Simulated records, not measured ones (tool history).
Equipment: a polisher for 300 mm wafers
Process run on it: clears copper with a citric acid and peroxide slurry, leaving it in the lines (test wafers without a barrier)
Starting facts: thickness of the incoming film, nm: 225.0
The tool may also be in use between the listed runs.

run,hour,flow of slurry (ml/min),pressure of the wafer on the pad (psi),speed of the pad under the wafer (cm/s),abrasive content of the slurry,overpolish time after the end point (s),time until the end point was called (s),dishing of a wide line in a test structure (Å)
1,0.0,255,2.0,122,1.00,18,93.347,228.650
2,2.4,255,2.0,122,0.85,18,99.465,215.480
3,7.1,255,1.8,132,0.80,16,99.166,201.970
4,10.5,255,1.4,132,0.80,16,129.600,155.170
5,18.7,280,1.3,136,0.90,14,127.380,139.910
6,22.0,280,1.3,136,0.90,10,132.830,109.710

For run 7, what comes out?
7,26.1,300,1.2,142,1.00,9,?,?

time until the end point was called (s): 128.130
dishing of a wide line in a test structure (Å): 95.181
